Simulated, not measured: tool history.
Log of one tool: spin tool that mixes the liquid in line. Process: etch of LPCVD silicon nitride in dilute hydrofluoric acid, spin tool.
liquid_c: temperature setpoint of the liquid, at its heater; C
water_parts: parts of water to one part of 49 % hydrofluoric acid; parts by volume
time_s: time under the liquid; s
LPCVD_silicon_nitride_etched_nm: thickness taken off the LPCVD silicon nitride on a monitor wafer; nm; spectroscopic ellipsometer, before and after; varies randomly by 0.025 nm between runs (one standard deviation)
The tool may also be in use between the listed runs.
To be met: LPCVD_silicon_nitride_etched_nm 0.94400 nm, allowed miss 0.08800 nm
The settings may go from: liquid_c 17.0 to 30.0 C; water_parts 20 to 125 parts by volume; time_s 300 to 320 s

run  hour  liquid_c  water_parts  time_s  LPCVD_silicon_nitride_etched_nm
  1   0.0      22.0           70     300                          1.62940
  2   8.6      22.0           70     320                          1.66570
  3  10.7      22.0           50     320                          2.37400
  4  11.8      22.0           50     320                          2.47970
  5  20.5      22.0           30     320                          4.01930
  6  24.7      22.0           20     320                          5.94210
  7  27.7      21.0           35     315                          3.19190
  8  31.8      20.0           45     310                          2.31090
  9  40.8      17.0           75     300                          1.09510
 10  49.8      17.0           75     300                          1.10450

Which of these 5 next moves meets every target?
  A  58.8      17.0           70     300                                ?
  B  58.8      17.5           80     320                                ?
  C  58.8      17.0           85     305                                ?
  D  58.8      18.5           85     320                                ?
  E  58.8      17.0           65     300                                ?

move  LPCVD_silicon_nitride_etched_nm
   A                          1.09670
   B                          1.06450
   C                          0.92369
   D                          1.07600
   E                          1.17850
A: neither nearer nor further off than the last run
B: nearer the targets than the last run, but a result is still out of spec
C: all results in spec
D: nearer the targets than the last run, but a result is still out of spec
E: its largest miss is bigger than the last run's
The move that meets every target is C.

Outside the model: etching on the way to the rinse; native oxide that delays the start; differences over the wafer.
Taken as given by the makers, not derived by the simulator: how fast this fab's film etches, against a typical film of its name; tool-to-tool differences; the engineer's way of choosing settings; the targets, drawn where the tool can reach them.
